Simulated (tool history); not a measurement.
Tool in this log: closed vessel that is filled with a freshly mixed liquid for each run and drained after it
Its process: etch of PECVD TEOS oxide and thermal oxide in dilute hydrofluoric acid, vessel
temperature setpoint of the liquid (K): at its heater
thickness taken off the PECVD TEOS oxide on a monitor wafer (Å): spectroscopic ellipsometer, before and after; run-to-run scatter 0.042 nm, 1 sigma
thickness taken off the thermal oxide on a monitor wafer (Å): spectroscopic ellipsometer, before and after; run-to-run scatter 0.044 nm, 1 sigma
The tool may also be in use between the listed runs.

| run | hour | temperature setpoint of the liquid (K) | parts of water to one part of 49 % hydrofluoric acid (parts by volume) | time in the liquid (s) | thickness taken off the PECVD TEOS oxide on a monitor wafer (Å) | thickness taken off the thermal oxide on a monitor wafer (Å) |
|---|---|---|---|---|---|---|
| 1 | 0.0 | 297.15 | 65 | 295 | 425.410 | 236.810 |
| 2 | 7.5 | 297.15 | 50 | 295 | 559.920 | 312.510 |
| 3 | 15.9 | 295.15 | 50 | 295 | 516.120 | 285.300 |
| 4 | 20.2 | 293.65 | 70 | 245 | 281.540 | 157.800 |
| 5 | 27.7 | 293.65 | 70 | 145 | 166.210 | 92.527 |
| 6 | 34.0 | 292.65 | 80 | 145 | 138.280 | 77.609 |
| 7 | 38.0 | 292.15 | 90 | 145 | 120.500 | 66.468 |
| 8 | 40.9 | 291.65 | 95 | 145 | 109.540 | 60.985 |
| 9 | 41.9 | 291.65 | 95 | 145 | 109.680 | 60.983 |
| 10 | 49.0 | 291.15 | 100 | 145 | 102.040 | 56.758 |

For run 11, what comes out?
| 11 | 54.4 | 290.65 | 105 | 145 | ? | ? |

{"run 11": {"thickness taken off the PECVD TEOS oxide on a monitor wafer (Å)": 94.693, "thickness taken off the thermal oxide on a monitor wafer (Å)": 51.632}}
